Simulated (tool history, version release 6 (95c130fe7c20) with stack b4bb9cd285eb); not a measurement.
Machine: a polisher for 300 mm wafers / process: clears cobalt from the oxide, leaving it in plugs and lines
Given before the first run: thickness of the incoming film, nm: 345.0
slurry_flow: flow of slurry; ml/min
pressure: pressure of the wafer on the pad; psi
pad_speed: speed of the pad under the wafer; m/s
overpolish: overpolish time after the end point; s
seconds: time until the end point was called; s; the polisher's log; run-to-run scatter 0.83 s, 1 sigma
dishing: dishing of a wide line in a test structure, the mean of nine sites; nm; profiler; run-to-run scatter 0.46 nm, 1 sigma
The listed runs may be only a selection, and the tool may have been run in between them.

run  hour  slurry_flow  pressure  pad_speed  overpolish  seconds  dishing
  1     0          130       1.7       0.96          20   95.564   33.442
  2   3.3          130       1.4       0.96          20   114.08   30.934
  3   8.1          130       1.6       0.96          19   101.72   30.886
  4  14.5          130       1.6       0.86          19   108.63   30.218
  5    21          130       1.8       0.86          18   96.066   31.707
  6  29.6          130       1.8       0.86          25   95.945   35.745
  7  36.3          130       1.9       0.86          23   91.444   35.103
  8  44.1          130         2       0.86          22   88.526   35.373
  9  51.2          135       2.1       0.88          20   82.644   34.999
 10  58.8          135       2.2        0.9          19   76.042    35.74

Run 11, settings as shown, results not yet in. Your forecast:
 11  62.7          135       2.3       0.92          18        ?        ?

{"run 11": {"seconds": 73.482, "dishing": 35.125}}

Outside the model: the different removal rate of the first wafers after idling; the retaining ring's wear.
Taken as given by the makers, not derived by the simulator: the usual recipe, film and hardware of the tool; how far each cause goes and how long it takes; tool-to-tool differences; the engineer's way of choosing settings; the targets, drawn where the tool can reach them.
